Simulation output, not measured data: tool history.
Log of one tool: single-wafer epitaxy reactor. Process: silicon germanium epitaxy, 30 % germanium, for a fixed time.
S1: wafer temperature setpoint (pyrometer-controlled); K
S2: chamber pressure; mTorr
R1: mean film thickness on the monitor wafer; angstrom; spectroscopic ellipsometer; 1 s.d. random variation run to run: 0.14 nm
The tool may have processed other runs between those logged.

Run 1, hour 0.0: S1 883.15 K, S2 24500 mTorr. Result: R1 765.83 angstrom.
Run 2, hour 7.7: S1 891.15 K, S2 24500 mTorr. Result: R1 879.90 angstrom.
Run 3, hour 11.2: S1 900.15 K, S2 24500 mTorr. Result: R1 1025.70 angstrom.
Run 4, hour 15.4: S1 893.15 K, S2 24400 mTorr. Result: R1 906.26 angstrom.
Run 5, hour 21.3: S1 902.15 K, S2 24400 mTorr. Result: R1 1057.50 angstrom.
Run 6, hour 28.1: S1 895.15 K, S2 24300 mTorr. Result: R1 937.58 angstrom.
Run 7, hour 28.8: S1 889.15 K, S2 24200 mTorr. Result: R1 846.87 angstrom.
Run 8, hour 33.7: S1 877.15 K, S2 23800 mTorr. Result: R1 679.45 angstrom.
Run 9, hour 38.2: S1 875.15 K, S2 23800 mTorr. Result: R1 656.14 angstrom.

Run 10, settings as shown, results not yet in. Your forecast:
Run 10, hour 46.5: S1 874.15 K, S2 23800 mTorr. Result: R1 ?.

{"run 10": {"R1": 643.89}}
